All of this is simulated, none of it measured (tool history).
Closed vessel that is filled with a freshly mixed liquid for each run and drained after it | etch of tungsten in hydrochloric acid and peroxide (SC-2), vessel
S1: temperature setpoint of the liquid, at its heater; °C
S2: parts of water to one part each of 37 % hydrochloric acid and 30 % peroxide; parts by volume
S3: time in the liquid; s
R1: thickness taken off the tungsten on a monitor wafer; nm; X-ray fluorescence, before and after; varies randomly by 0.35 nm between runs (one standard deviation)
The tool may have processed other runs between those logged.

run    day    S1  S2   S3      R1
  1      0    47  10  285  39.056
  2  0.079    47   7  285  52.607
  3   0.25  42.5   7  285  38.327
  4  0.408    45   7  285  45.516
  5  0.771    50   7  285  63.856
  6  0.821  55.5   7  285   91.14
  7  0.942  54.5   7  285  86.329

Forecast run 8:
  8  1.1  54   7  285   ?

R1: 83.256 nm
